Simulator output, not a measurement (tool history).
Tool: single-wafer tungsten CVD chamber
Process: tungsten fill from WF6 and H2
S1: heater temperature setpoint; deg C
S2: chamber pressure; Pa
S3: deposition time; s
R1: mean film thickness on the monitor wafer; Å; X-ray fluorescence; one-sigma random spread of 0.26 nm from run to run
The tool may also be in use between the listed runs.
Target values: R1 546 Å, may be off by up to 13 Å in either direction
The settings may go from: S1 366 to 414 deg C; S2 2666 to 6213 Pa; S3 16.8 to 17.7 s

run	hour	S1	S2	S3	R1
1	0	390	4440	17.7	410.23
2	1.5	398	4440	17.7	466.26
3	8	399	4453	17.7	478.11
4	11.9	394	4453	17.7	435.72
5	15.9	396	4466	17.7	454.47
6	20	398	4480	17.7	472.49
# hour 23.2: thermocouple changed; heater temperature recalibrated
7	23.2	407	4533	17.7	600.93
8	26.2	406	4533	17.7	593.64

Next run, 5 choices. One meets every target within its allowed miss, the rest don't. Which?
A	29.2	400	4813	16.8	?
B	29.2	407	4573	16.9	?
C	29.2	402	4386	16.9	?
D	29.2	408	5026	17.7	?
E	29.2	409	3933	16.8	?

move	R1
A	527.61
B	578.64
C	524.92
D	643.28
E	552.85
A: takes the biggest miss from the last run beyond its target
B: gains on the last run, yet a result remains outside its allowed miss
C: takes the biggest miss from the last run beyond its target
D: further off than the last run
E: meets every target
Correct choice: E, which meets every target
